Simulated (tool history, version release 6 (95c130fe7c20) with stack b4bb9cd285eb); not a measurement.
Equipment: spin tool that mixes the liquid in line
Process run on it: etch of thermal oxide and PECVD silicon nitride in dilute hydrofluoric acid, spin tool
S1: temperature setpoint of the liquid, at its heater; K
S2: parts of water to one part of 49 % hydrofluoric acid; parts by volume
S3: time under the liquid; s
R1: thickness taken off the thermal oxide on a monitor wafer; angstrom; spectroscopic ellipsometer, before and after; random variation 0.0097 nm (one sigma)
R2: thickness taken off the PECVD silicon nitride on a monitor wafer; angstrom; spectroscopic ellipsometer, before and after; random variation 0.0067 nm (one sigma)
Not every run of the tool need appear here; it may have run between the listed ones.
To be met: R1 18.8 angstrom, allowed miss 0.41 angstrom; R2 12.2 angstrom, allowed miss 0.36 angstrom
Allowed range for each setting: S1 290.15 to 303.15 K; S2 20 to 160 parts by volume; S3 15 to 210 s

run    day      S1   S2   S3      R1      R2
  1      0  295.15   90  105  61.062  42.354
  2  0.238  293.65  105  100  45.781  30.953
  3  0.433  292.15  105  100  43.671  28.093
  4  0.679  291.65  120   95  34.859    22.5
  5  0.929  293.15  120   95  37.339  25.052
  6  1.088  292.65  130   90  31.512  21.269
     1.221  -- hydrofluoric acid flow meter replaced
  7  1.221  292.15  140   85  23.702  16.286
  8    1.3  292.15  140   85  23.675  16.147
  9  1.438  291.65  145   85  22.406  15.245

Below are 4 possible settings for the next run. Only one of them brings all results inside the allowed miss of their targets. Which is it?
  A  1.575  290.65  130  65   ?   ?
  B  1.575  299.15  160  75   ?   ?
  C  1.575  298.15  140  55   ?   ?
  D  1.575  297.15  145  85   ?   ?

move      R1      R2
   A  18.538  12.078
   B  23.475   19.91
   C  19.401  15.647
   D  27.702  21.898
A: each result inside its tolerance
B: misses by more than the last run did
C: misses by more than the last run did
D: misses by more than the last run did
A meets every target.
